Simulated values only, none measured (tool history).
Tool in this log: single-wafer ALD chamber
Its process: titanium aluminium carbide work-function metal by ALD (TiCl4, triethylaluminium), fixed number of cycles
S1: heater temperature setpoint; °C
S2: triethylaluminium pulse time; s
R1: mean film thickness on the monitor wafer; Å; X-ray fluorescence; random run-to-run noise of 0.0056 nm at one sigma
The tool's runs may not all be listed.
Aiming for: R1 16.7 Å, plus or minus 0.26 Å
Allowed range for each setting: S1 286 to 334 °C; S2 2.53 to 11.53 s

run    day   S1    S2      R1
  1      0  310  7.03  19.816
  2  0.175  305  6.46  19.165
  3  0.412  305  7.67  19.818
  4  0.654  316  7.67  20.506
  5  0.983  322  7.67   20.95
  6  1.188  316  6.62  19.915
  7  1.221  311  5.81  18.955
  8  1.254  311  5.81  18.924
  9  1.354  307  5.35   18.28
 10  1.408  304  5.11   17.85
 11  1.458  301  5.01  17.379
 12  1.662  299  4.97  17.274
 13  1.721  298  4.93  17.113
 14  2.088  297  4.91  17.061

5 next moves are on the table. One of them brings every result within its allowed miss. Which?
  A  2.454  297  4.56   ?
  B  2.454  293  5.75   ?
  C  2.454  293  5.29   ?
  D  2.454  312  4.36   ?
  E  2.454  296   5.3   ?

move      R1
   A  16.691
   B    17.7
   C  17.268
   D  17.367
   E  17.478
A: each result inside its tolerance
B: misses by more than the last run did
C: misses by more than the last run did
D: misses by more than the last run did
E: misses by more than the last run did
A is the move that brings every result within its allowed miss.
